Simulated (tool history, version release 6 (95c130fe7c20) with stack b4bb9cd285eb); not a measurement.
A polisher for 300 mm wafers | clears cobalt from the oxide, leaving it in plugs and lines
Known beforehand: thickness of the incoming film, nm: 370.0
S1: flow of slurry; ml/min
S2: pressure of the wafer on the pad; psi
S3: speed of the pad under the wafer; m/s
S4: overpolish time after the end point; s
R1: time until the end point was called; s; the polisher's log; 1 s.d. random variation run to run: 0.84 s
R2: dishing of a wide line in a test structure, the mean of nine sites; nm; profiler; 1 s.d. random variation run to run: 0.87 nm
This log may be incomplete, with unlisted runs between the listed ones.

run,hour,S1,S2,S3,S4,R1,R2
1,0,270,2.4,0.9,13,63.086,46.183
2,1.7,270,2.3,0.9,13,64.249,45.184
3,8.5,270,1.7,0.9,13,77.341,42.836
4,12,270,2,0.9,13,70.88,44.568
5,12.7,270,2,1.02,13,62.621,47.78
6,19.6,270,2.5,1.02,13,54.198,48.586
7,26.9,270,2.5,1.02,13,53.237,50.656

What does the tool deliver on the next run?
8,31.8,270,2.4,1.02,13,?,?

{"run 8": {"R1": 55.13, "R2": 50.108}}
